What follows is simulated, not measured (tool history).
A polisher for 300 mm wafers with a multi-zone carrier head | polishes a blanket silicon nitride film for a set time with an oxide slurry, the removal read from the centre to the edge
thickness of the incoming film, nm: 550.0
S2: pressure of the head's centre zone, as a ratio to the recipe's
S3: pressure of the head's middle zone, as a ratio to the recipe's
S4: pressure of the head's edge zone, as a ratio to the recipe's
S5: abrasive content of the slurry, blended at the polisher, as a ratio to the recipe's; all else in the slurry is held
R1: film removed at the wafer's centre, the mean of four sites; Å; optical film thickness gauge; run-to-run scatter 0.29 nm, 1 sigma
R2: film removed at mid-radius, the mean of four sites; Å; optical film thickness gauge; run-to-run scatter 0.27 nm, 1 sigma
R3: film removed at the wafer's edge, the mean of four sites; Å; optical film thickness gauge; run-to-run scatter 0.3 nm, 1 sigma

{"run": 1, "hour": 0.0, "flow of slurry (ml/min)": 285, "S2": 1, "S3": 1, "S4": 1, "S5": 1, "polishing time (s)": 55, "R1": 310.66, "R2": 291.71, "R3": 318.64}
{"run": 2, "hour": 7.4, "flow of slurry (ml/min)": 285, "S2": 1, "S3": 1, "S4": 1, "S5": 1.15, "polishing time (s)": 55, "R1": 338.85, "R2": 322.86, "R3": 347.73}
{"run": 3, "hour": 9.7, "flow of slurry (ml/min)": 285, "S2": 0.96, "S3": 1, "S4": 0.98, "S5": 1.05, "polishing time (s)": 55, "R1": 291.21, "R2": 302.21, "R3": 327.4}
{"run": 4, "hour": 15.8, "flow of slurry (ml/min)": 285, "S2": 0.96, "S3": 1, "S4": 0.96, "S5": 0.95, "polishing time (s)": 55, "R1": 284.08, "R2": 287.92, "R3": 300.41}
{"run": 5, "hour": 22.1, "flow of slurry (ml/min)": 285, "S2": 0.96, "S3": 1, "S4": 0.88, "S5": 0.95, "polishing time (s)": 55, "R1": 277.33, "R2": 285.88, "R3": 289.73}
{"run": 6, "hour": 23.7, "flow of slurry (ml/min)": 285, "S2": 0.96, "S3": 1, "S4": 0.88, "S5": 0.95, "polishing time (s)": 60, "R1": 314.34, "R2": 309.15, "R3": 313.15}
{"run": 7, "hour": 27.0, "flow of slurry (ml/min)": 280, "S2": 0.93, "S3": 0.98, "S4": 0.87, "S5": 0.85, "polishing time (s)": 60, "R1": 272.05, "R2": 274.25, "R3": 286.83}
{"run": 8, "hour": 28.3, "flow of slurry (ml/min)": 280, "S2": 0.91, "S3": 0.97, "S4": 0.86, "S5": 0.8, "polishing time (s)": 60, "R1": 245.77, "R2": 262.19, "R3": 275.57}
{"run": 9, "hour": 31.5, "flow of slurry (ml/min)": 280, "S2": 0.91, "S3": 0.96, "S4": 0.85, "S5": 0.75, "polishing time (s)": 60, "R1": 231.96, "R2": 244.98, "R3": 258.19}
{"run": 10, "hour": 39.1, "flow of slurry (ml/min)": 280, "S2": 0.9, "S3": 0.95, "S4": 0.84, "S5": 0.75, "polishing time (s)": 60, "R1": 228.34, "R2": 239.52, "R3": 255.63}
{"run": 11, "hour": 41.9, "flow of slurry (ml/min)": 280, "S2": 0.89, "S3": 0.95, "S4": 0.83, "S5": 0.75, "polishing time (s)": 60, "R1": 229.74, "R2": 244.44, "R3": 253.83}
{"run": 12, "hour": 44.3, "flow of slurry (ml/min)": 275, "S2": 0.88, "S3": 0.94, "S4": 0.83, "S5": 0.75, "polishing time (s)": 60, "R1": 224.84, "R2": 241.38, "R3": 250.27}
{"hour": 51.2, "done": "edge zone pressure recalibrated"}
{"run": 13, "hour": 51.2, "flow of slurry (ml/min)": 275, "S2": 0.87, "S3": 0.93, "S4": 0.83, "S5": 0.75, "polishing time (s)": 60, "R1": 216.98, "R2": 237.7, "R3": 240.89}
{"run": 14, "hour": 53.6, "flow of slurry (ml/min)": 275, "S2": 0.87, "S3": 0.92, "S4": 0.84, "S5": 0.75, "polishing time (s)": 60, "R1": 225.52, "R2": 234.22, "R3": 241.8}
{"run": 15, "hour": 57.7, "flow of slurry (ml/min)": 275, "S2": 0.86, "S3": 0.92, "S4": 0.85, "S5": 0.75, "polishing time (s)": 60, "R1": 218.04, "R2": 239.67, "R3": 238.7}
{"run": 16, "hour": 64.9, "flow of slurry (ml/min)": 275, "S2": 0.86, "S3": 0.93, "S4": 0.84, "S5": 0.7, "polishing time (s)": 61, "R1": 216.41, "R2": 219.41, "R3": 226.87}

Run 17 has not been measured yet. What should we expect?
{"run": 17, "hour": 72.2, "flow of slurry (ml/min)": 295, "S2": 0.87, "S3": 0.91, "S4": 0.83, "S5": 0.7, "polishing time (s)": 60, "R1": "?", "R2": "?", "R3": "?"}

{"run 17": {"R1": 208.13, "R2": 219.97, "R3": 220.67}}

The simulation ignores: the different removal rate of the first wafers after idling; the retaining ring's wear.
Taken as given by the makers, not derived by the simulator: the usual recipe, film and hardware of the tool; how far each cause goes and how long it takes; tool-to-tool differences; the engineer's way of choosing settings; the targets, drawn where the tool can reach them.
